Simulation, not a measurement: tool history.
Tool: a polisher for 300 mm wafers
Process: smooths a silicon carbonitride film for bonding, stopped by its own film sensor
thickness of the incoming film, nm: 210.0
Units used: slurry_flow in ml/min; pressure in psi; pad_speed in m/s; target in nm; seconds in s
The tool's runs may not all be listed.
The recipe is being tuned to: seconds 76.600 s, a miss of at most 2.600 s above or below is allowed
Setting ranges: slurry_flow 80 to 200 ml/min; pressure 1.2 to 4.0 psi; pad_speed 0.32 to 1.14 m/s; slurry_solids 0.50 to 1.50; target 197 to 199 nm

run 1 hour=0.0 | slurry_flow=130 pressure=2.6 pad_speed=0.72 slurry_solids=1.00 target=197 | seconds=58.023
run 2 hour=5.7 | slurry_flow=125 pressure=2.4 pad_speed=0.72 slurry_solids=1.00 target=197 | seconds=63.363
run 3 hour=12.4 | slurry_flow=125 pressure=2.4 pad_speed=0.88 slurry_solids=1.00 target=197 | seconds=56.521
run 4 hour=18.4 | slurry_flow=125 pressure=2.4 pad_speed=0.88 slurry_solids=1.00 target=197 | seconds=56.217
run 5 hour=21.3 | slurry_flow=120 pressure=2.2 pad_speed=0.88 slurry_solids=1.00 target=197 | seconds=61.869
run 6 hour=28.9 | slurry_flow=115 pressure=2.1 pad_speed=0.88 slurry_solids=1.00 target=197 | seconds=65.006
run 7 hour=35.3 | slurry_flow=110 pressure=2.0 pad_speed=0.88 slurry_solids=1.00 target=197 | seconds=68.328
run 8 hour=39.9 | slurry_flow=105 pressure=1.9 pad_speed=0.88 slurry_solids=1.00 target=197 | seconds=73.043

Consider the 5 candidate settings below. Which is the only one whose results all fall within their allowed miss of target?
run A hour=44.5 | slurry_flow=95 pressure=2.0 pad_speed=0.94 slurry_solids=1.00 target=197 | seconds=?
run B hour=44.5 | slurry_flow=80 pressure=2.4 pad_speed=0.72 slurry_solids=1.00 target=197 | seconds=?
run C hour=44.5 | slurry_flow=95 pressure=1.9 pad_speed=0.86 slurry_solids=0.95 target=197 | seconds=?
run D hour=44.5 | slurry_flow=135 pressure=1.7 pad_speed=0.96 slurry_solids=1.20 target=197 | seconds=?
run E hour=44.5 | slurry_flow=85 pressure=1.8 pad_speed=1.04 slurry_solids=1.05 target=197 | seconds=?

move=A seconds=68.135
move=B seconds=68.031
move=C seconds=76.515
move=D seconds=69.505
move=E seconds=71.527
A: further off than the last run
B: further off than the last run
C: meets every target
D: further off than the last run
E: further off than the last run
Move C is the one to make.
